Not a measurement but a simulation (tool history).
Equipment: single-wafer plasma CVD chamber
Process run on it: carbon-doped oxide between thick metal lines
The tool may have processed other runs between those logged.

| run | hour | heater temperature setpoint (K) | chamber pressure (Pa) | RF power (W) | deposition time (s) | mean film thickness on the monitor wafer (angstrom) |
|---|---|---|---|---|---|---|
| 1 | 0 | 628.15 | 580 | 410 | 290 | 13247 |
| 2 | 1.6 | 627.15 | 603 | 445 | 292 | 14438 |
| 3 | 4.4 | 627.15 | 603 | 415 | 292 | 13474 |
| 4 | 5.5 | 627.15 | 604 | 445 | 294 | 14660 |
| 5 | 12.9 | 627.15 | 619 | 460 | 295 | 15108 |
|  | 17.9 | capacitance manometer re-zeroed and calibrated |
| 6 | 17.9 | 626.15 | 629 | 475 | 296 | 15408 |

What will run 7 give?
| 7 | 25.5 | 626.15 | 629 | 490 | 297 | ? |

mean film thickness on the monitor wafer (angstrom): 15942
